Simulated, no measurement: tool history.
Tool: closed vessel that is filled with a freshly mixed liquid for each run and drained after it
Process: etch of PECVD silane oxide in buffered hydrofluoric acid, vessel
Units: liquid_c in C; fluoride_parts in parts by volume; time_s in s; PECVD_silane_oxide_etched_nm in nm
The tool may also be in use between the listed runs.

run 1 hour=0.0 | liquid_c=22.0 fluoride_parts=14.5 time_s=35 | PECVD_silane_oxide_etched_nm=41.370
run 2 hour=2.6 | liquid_c=22.0 fluoride_parts=14.5 time_s=30 | PECVD_silane_oxide_etched_nm=35.775
run 3 hour=6.8 | liquid_c=21.0 fluoride_parts=15.0 time_s=30 | PECVD_silane_oxide_etched_nm=32.738
run 4 hour=11.5 | liquid_c=21.0 fluoride_parts=15.0 time_s=35 | PECVD_silane_oxide_etched_nm=37.541
run 5 hour=20.6 | liquid_c=21.0 fluoride_parts=15.0 time_s=30 | PECVD_silane_oxide_etched_nm=32.918
run 6 hour=24.6 | liquid_c=20.0 fluoride_parts=15.0 time_s=30 | PECVD_silane_oxide_etched_nm=30.938
run 7 hour=26.5 | liquid_c=19.5 fluoride_parts=15.0 time_s=30 | PECVD_silane_oxide_etched_nm=29.586

The next listed run, before its measurement:
run 8 hour=27.9 | liquid_c=17.0 fluoride_parts=15.5 time_s=30 | PECVD_silane_oxide_etched_nm=?

Run 8 gave PECVD_silane_oxide_etched_nm 25.431 nm.
